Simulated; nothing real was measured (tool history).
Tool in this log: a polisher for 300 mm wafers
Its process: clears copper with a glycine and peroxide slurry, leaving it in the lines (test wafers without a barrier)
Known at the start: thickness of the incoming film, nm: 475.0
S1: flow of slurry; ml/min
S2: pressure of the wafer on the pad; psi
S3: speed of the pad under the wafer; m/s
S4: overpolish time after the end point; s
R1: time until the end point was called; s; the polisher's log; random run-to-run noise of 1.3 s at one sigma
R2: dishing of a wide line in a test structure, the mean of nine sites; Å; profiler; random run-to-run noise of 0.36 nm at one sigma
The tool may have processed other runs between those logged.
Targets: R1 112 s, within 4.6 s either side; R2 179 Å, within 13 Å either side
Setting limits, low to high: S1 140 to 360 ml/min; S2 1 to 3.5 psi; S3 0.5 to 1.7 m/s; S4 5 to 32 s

run,hour,S1,S2,S3,S4,R1,R2
1,0,230,2.2,1.1,16,106.68,546.02
2,2.5,230,2,1.1,16,111.49,500.15
3,4.3,225,1.9,1.14,15,116.94,481.18
4,5.4,205,1.9,1.14,15,116.74,466.48
5,6.4,180,1.9,1.14,15,118.47,459.62
6,14.2,175,1.9,1.14,14,120.99,424.28
7,19.5,170,1.9,1.14,13,119.77,404.71
8,25.6,165,1.9,1.14,12,119.35,368.74
9,29.7,160,2,1.1,11,117.7,365.54
10,36.9,160,1.9,1.16,10,120.32,325.5
11,42.9,160,1.8,1.22,9,121.03,289.95
12,44.2,170,1.7,1.28,9,122.51,286.74
13,50.8,170,1.7,1.32,9,120.17,288.23
14,57.2,170,1.7,1.36,9,120.2,296.66
15,62.8,190,1.6,1.4,9,120.78,295.56
# hour 67.8: slurry nozzle cleaned
16,67.8,185,1.6,1.44,9,114.12,294.9
17,72,180,1.6,1.46,9,114.07,308.82
18,73.1,185,1.5,1.48,9,123.24,292.14
19,76.9,140,1.6,1.42,5,119.99,166.34

4 candidate next runs follow, results not yet known. Just one meets every target within its allowed miss. Identify it.
A,80.7,140,1.6,1.24,5,?,?
B,80.7,150,1.3,1.7,5,?,?
C,80.7,170,1.7,1.46,5,?,?
D,80.7,140,1.4,1.48,5,?,?

move,R1,R2
A,129.01,155.86
B,126.07,158.5
C,110.78,180.11
D,129.62,154.7
A: moves away from the targets compared with the last run
B: moves away from the targets compared with the last run
C: all results land within tolerance of their targets
D: moves away from the targets compared with the last run
Correct choice: C, which meets every target

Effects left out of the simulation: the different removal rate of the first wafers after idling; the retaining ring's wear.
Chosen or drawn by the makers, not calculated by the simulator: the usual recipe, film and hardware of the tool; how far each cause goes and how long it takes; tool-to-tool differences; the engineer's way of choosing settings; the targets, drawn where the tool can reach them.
